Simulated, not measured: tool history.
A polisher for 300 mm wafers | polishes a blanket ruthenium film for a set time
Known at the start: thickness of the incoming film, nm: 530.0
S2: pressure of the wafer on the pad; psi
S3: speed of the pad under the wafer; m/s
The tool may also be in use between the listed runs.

Run 1, hour 0.0: flow of slurry (ml/min) 260, S2 2.1 psi, S3 1.14 m/s, polishing time (s) 45. Result: film removed (Å) 683.88.
Run 2, hour 6.7: flow of slurry (ml/min) 315, S2 2.1 psi, S3 1.14 m/s, polishing time (s) 45. Result: film removed (Å) 691.21.
Run 3, hour 10.1: flow of slurry (ml/min) 285, S2 2.1 psi, S3 1.14 m/s, polishing time (s) 45. Result: film removed (Å) 692.22.
Run 4, hour 17.2: flow of slurry (ml/min) 285, S2 2.1 psi, S3 0.96 m/s, polishing time (s) 45. Result: film removed (Å) 573.12.
Run 5, hour 24.4: flow of slurry (ml/min) 285, S2 2.1 psi, S3 0.70 m/s, polishing time (s) 45. Result: film removed (Å) 427.83.
Run 6, hour 33.1: flow of slurry (ml/min) 285, S2 2.3 psi, S3 0.70 m/s, polishing time (s) 45. Result: film removed (Å) 474.09.
Run 7, hour 40.3: flow of slurry (ml/min) 285, S2 2.4 psi, S3 0.70 m/s, polishing time (s) 45. Result: film removed (Å) 498.48.

Forecast run 8:
Run 8, hour 47.1: flow of slurry (ml/min) 285, S2 2.5 psi, S3 0.70 m/s, polishing time (s) 45. Result: film removed (Å) ?.

Run 8 gave film removed (Å) 504.29.

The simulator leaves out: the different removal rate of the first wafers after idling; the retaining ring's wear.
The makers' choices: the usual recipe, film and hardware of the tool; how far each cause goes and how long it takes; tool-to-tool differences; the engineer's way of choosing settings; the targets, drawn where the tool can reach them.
